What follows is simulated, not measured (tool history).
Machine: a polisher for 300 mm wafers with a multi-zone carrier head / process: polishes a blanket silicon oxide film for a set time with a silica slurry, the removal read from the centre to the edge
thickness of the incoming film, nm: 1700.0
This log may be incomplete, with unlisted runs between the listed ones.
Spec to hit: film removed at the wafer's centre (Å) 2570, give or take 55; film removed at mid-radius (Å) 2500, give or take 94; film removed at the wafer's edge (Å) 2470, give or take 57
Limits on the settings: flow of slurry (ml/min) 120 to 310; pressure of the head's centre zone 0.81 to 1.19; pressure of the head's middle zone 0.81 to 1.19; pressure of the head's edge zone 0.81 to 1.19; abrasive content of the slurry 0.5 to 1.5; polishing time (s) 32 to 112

run,hour,flow of slurry (ml/min),pressure of the head's centre zone,pressure of the head's middle zone,pressure of the head's edge zone,abrasive content of the slurry,polishing time (s),film removed at the wafer's centre (Å),film removed at mid-radius (Å),film removed at the wafer's edge (Å)
1,0,200,1,1,1,1,72,2143.7,2190.8,2180.1
2,7.9,200,0.93,1,1,1,72,1964,2210.4,2180.9
3,14.5,200,0.88,1,1,1,72,1886.2,2178.8,2187.3
4,22.5,220,0.94,1.01,1.03,1,72,2047.9,2263.3,2236.4
5,25.3,220,0.94,1.01,1.07,1,72,2026.1,2258.4,2262.5
6,26.5,220,0.98,1.01,1.07,1,72,2141.2,2261.8,2268.6
7,27.8,235,1,1.02,1.09,1,72,2199.9,2248.5,2289.6
8,31,245,1.02,1.04,1.11,1,72,2264.9,2358.4,2314.8
9,32.5,255,1.04,1.04,1.13,1,72,2294.6,2343.4,2381.7
10,33.2,265,1.06,1.05,1.13,1,72,2353.9,2343.6,2360.4
11,38.2,270,1.08,1.06,1.14,1,72,2384.4,2389.4,2367.3
12,44,300,1.14,1.07,1.19,1.05,72,2664.3,2506.9,2527.6
13,47.4,295,1.14,1.07,1.19,1.05,72,2651.4,2528,2529.1
14,52.6,295,1.14,1.07,1.19,1.05,72,2659.6,2494.7,2554.1
15,58.1,290,1.14,1.07,1.18,1.05,72,2629.2,2509.5,2518.6

Which one of the following 5 next-run settings gets every result inside its allowed miss? There is exactly one.
A,63.6,260,1.15,1.02,1.19,0.95,75,?,?,?
B,63.6,245,1.08,0.93,1.19,1,78,?,?,?
C,63.6,310,1.11,1.07,1.14,1.2,66,?,?,?
D,63.6,250,1.08,1,1.19,1.05,71,?,?,?
E,63.6,310,1.14,1.02,1.19,1.15,66,?,?,?

move,film removed at the wafer's centre (Å),film removed at mid-radius (Å),film removed at the wafer's edge (Å)
A,2590.8,2342.6,2460
B,2591.9,2314.1,2632.7
C,2565.6,2498.8,2451.2
D,2436.4,2310.1,2469.2
E,2577.2,2346.5,2453.6
A: the furthest-off result lands on target, but another misses its tolerance
B: the furthest-off result lands on target, but another misses its tolerance
C: meets every target
D: takes the biggest miss from the last run beyond its target
E: the furthest-off result lands on target, but another misses its tolerance
Go with C: it meets all targets.
